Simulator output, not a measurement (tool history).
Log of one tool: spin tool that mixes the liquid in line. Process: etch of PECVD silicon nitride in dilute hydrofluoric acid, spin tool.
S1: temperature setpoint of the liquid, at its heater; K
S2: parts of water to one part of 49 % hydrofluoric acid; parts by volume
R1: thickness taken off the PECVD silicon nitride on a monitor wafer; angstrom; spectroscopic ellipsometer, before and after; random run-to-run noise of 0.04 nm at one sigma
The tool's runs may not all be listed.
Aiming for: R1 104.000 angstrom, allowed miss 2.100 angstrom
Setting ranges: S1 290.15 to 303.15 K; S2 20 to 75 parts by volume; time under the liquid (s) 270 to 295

Run 1, hour 0.0: S1 295.15 K, S2 45 parts by volume, time under the liquid (s) 270. Result: R1 175.920 angstrom.
Run 2, hour 7.1: S1 293.65 K, S2 45 parts by volume, time under the liquid (s) 270. Result: R1 158.590 angstrom.
Run 3, hour 13.4: S1 293.65 K, S2 35 parts by volume, time under the liquid (s) 270. Result: R1 200.490 angstrom.
Run 4, hour 18.3: S1 293.65 K, S2 35 parts by volume, time under the liquid (s) 295. Result: R1 219.870 angstrom.
Run 5, hour 23.3: S1 292.65 K, S2 40 parts by volume, time under the liquid (s) 295. Result: R1 178.620 angstrom.
Run 6, hour 30.0: S1 292.15 K, S2 45 parts by volume, time under the liquid (s) 295. Result: R1 155.030 angstrom.
Run 7, hour 31.0: S1 291.65 K, S2 50 parts by volume, time under the liquid (s) 295. Result: R1 135.770 angstrom.
Run 8, hour 34.8: S1 291.15 K, S2 50 parts by volume, time under the liquid (s) 295. Result: R1 130.910 angstrom.
Run 9, hour 39.8: S1 290.65 K, S2 50 parts by volume, time under the liquid (s) 295. Result: R1 125.320 angstrom.
Run 10, hour 47.2: S1 290.15 K, S2 55 parts by volume, time under the liquid (s) 295. Result: R1 110.850 angstrom.

Next run, 4 choices. One meets every target within its allowed miss, the rest don't. Which?
Run A, hour 54.6: S1 290.15 K, S2 60 parts by volume, time under the liquid (s) 285. Result: R1 ?.
Run B, hour 54.6: S1 291.65 K, S2 65 parts by volume, time under the liquid (s) 290. Result: R1 ?.
Run C, hour 54.6: S1 290.15 K, S2 60 parts by volume, time under the liquid (s) 290. Result: R1 ?.
Run D, hour 54.6: S1 290.65 K, S2 55 parts by volume, time under the liquid (s) 275. Result: R1 ?.

move       R1
   A   99.409
   B  104.000
   C  101.150
   D  108.120
A: moves the result that the last run missed by most past its target, out the other side
B: every result within its allowed miss
C: moves the result that the last run missed by most past its target, out the other side
D: closer than the last run, but not yet in spec
Answer: B
